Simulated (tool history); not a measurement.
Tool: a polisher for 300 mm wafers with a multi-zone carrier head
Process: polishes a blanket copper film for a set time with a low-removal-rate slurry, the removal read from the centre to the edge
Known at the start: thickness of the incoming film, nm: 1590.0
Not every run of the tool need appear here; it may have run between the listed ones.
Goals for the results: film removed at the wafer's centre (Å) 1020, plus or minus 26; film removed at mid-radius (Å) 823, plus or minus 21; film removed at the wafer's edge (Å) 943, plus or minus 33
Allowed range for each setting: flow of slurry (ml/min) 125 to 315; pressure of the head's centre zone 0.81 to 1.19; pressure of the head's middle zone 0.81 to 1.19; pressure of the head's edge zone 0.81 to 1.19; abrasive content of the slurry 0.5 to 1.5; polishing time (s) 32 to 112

run	hour	flow of slurry (ml/min)	pressure of the head's centre zone	pressure of the head's middle zone	pressure of the head's edge zone	abrasive content of the slurry	polishing time (s)	film removed at the wafer's centre (Å)	film removed at mid-radius (Å)	film removed at the wafer's edge (Å)
1	0	205	1	1	1	1	72	1068	1115.8	1140.7
2	8.5	195	1.02	0.95	0.97	0.9	72	1045.8	1024.2	1087.4
3	16.2	185	1.04	0.91	0.93	0.85	72	1032.9	978.56	1049.5
4	24.4	185	0.98	0.91	0.93	0.85	72	989.18	962.88	1043.6
5	29.3	175	1.02	0.88	0.91	0.8	72	1001.8	915.88	1010.9
6	35.2	165	1.04	0.86	0.89	0.8	72	1012.9	882.22	991.12
7	43.8	155	1.05	0.85	0.88	0.8	72	1008.2	870.83	983.81
8	48.4	150	1.06	0.84	0.87	0.8	72	991.02	853.7	982.39
9	55.7	170	1.13	0.82	0.81	0.65	72	1048.7	827.55	913.98

Consider the 5 candidate settings below. Which is the only one whose results all fall within their allowed miss of target?
A	63	165	1.08	0.86	0.82	0.7	72	?	?	?
B	63	125	1.01	0.84	0.93	0.8	76	?	?	?
C	63	130	1.12	0.83	0.84	0.65	76	?	?	?
D	63	190	1.15	0.86	0.81	0.5	70	?	?	?
E	63	230	0.99	0.84	0.93	1	65	?	?	?

move	film removed at the wafer's centre (Å)	film removed at mid-radius (Å)	film removed at the wafer's edge (Å)
A	1016.8	871.37	928.74
B	953.42	866.7	1019.6
C	1025.3	829.94	938.62
D	1017.2	814.6	855.97
E	977.86	889.75	1003.4
A: corrects the largest miss of the last run, while another result sits out of spec
B: carries the result that was furthest off beyond its target, to the other side
C: each result inside its tolerance
D: corrects the largest miss of the last run, while another result sits out of spec
E: carries the result that was furthest off beyond its target, to the other side
Correct choice: C, which meets every target

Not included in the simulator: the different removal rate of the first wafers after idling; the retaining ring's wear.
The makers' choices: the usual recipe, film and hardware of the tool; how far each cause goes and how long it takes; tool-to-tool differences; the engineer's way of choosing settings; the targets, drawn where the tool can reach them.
